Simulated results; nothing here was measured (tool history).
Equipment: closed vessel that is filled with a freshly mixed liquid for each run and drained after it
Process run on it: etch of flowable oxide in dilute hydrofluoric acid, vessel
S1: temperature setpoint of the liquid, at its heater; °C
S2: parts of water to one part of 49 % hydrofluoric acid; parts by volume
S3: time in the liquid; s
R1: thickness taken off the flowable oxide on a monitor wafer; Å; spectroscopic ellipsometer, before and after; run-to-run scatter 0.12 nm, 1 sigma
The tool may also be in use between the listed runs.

Run 1, hour 0.0: S1 24.0 °C, S2 225 parts by volume, S3 115 s. Result: R1 230.30 Å.
Run 2, hour 2.2: S1 24.0 °C, S2 225 parts by volume, S3 115 s. Result: R1 233.70 Å.
Run 3, hour 7.2: S1 22.0 °C, S2 240 parts by volume, S3 115 s. Result: R1 197.74 Å.
Run 4, hour 7.7: S1 22.0 °C, S2 165 parts by volume, S3 115 s. Result: R1 311.85 Å.
Run 5, hour 9.8: S1 22.0 °C, S2 135 parts by volume, S3 115 s. Result: R1 394.36 Å.
Run 6, hour 13.4: S1 20.5 °C, S2 135 parts by volume, S3 115 s. Result: R1 372.24 Å.
Run 7, hour 16.4: S1 19.5 °C, S2 180 parts by volume, S3 115 s. Result: R1 251.78 Å.
Run 8, hour 23.7: S1 17.0 °C, S2 255 parts by volume, S3 115 s. Result: R1 153.53 Å.

Run 9 is up next; what results do you expect?
Run 9, hour 29.4: S1 17.0 °C, S2 260 parts by volume, S3 115 s. Result: R1 ?.

R1: 149.42 Å
